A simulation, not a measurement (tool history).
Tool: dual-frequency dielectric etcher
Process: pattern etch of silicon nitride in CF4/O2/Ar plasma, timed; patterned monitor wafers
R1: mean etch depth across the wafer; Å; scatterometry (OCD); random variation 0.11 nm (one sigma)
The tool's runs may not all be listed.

Run 1, hour 0: source power (W) 710, bias power (W) 59, Ar flow (sccm) 101, CF4 flow (sccm) 90, etch time (s) 16. Result: R1 438.68 Å.
Run 2, hour 3.1: source power (W) 630, bias power (W) 58, Ar flow (sccm) 102, CF4 flow (sccm) 90, etch time (s) 16. Result: R1 384.82 Å.
Run 3, hour 7.4: source power (W) 630, bias power (W) 49, Ar flow (sccm) 102, CF4 flow (sccm) 90, etch time (s) 16. Result: R1 352.08 Å.
Run 4, hour 13.8: source power (W) 630, bias power (W) 49, Ar flow (sccm) 102, CF4 flow (sccm) 90, etch time (s) 16. Result: R1 354.78 Å.
Run 5, hour 19.1: source power (W) 600, bias power (W) 49, Ar flow (sccm) 102, CF4 flow (sccm) 90, etch time (s) 16. Result: R1 333.35 Å.
Run 6, hour 22.8: source power (W) 600, bias power (W) 49, Ar flow (sccm) 102, CF4 flow (sccm) 90, etch time (s) 16.5. Result: R1 344.27 Å.

Forecast run 7:
Run 7, hour 23.9: source power (W) 580, bias power (W) 49, Ar flow (sccm) 102, CF4 flow (sccm) 90, etch time (s) 16.5. Result: R1 ?.

Run 7 gave R1 332.23 Å.
